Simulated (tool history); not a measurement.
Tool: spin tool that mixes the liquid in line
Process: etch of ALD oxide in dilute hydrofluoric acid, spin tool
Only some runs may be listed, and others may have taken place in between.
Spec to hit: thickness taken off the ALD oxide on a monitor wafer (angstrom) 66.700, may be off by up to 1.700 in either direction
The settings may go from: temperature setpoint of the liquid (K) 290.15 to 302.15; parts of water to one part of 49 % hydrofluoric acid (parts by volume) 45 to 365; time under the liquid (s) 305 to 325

run	day	temperature setpoint of the liquid (K)	parts of water to one part of 49 % hydrofluoric acid (parts by volume)	time under the liquid (s)	thickness taken off the ALD oxide on a monitor wafer (angstrom)
1	0.000	294.15	205	305	121.580
2	0.150	294.15	205	325	128.700
3	0.517	297.15	205	325	143.670
4	0.700	297.15	160	325	195.190
5	0.904	296.15	175	325	169.250
6	0.979	295.65	190	325	149.260
7	1.258	295.15	200	325	137.180
8	1.633	291.15	280	325	78.563
9	1.704	291.15	285	325	76.869
# day 1.908: hydrofluoric acid flow meter replaced
10	1.908	290.65	295	325	77.585

5 next moves are on the table. One of them brings every result within its allowed miss. Which?
A	2.112	292.15	360	315	?
B	2.112	290.15	290	305	?
C	2.112	291.65	255	315	?
D	2.112	290.15	320	315	?
E	2.112	290.15	295	310	?

move	thickness taken off the ALD oxide on a monitor wafer (angstrom)
A	60.601
B	71.735
C	91.963
D	65.486
E	71.374
A: takes the biggest miss from the last run beyond its target
B: better than the last run, though not everything is in spec
C: misses by more than the last run did
D: hits every target within its allowed miss
E: better than the last run, though not everything is in spec
So the answer is move D, the one that meets all the targets.
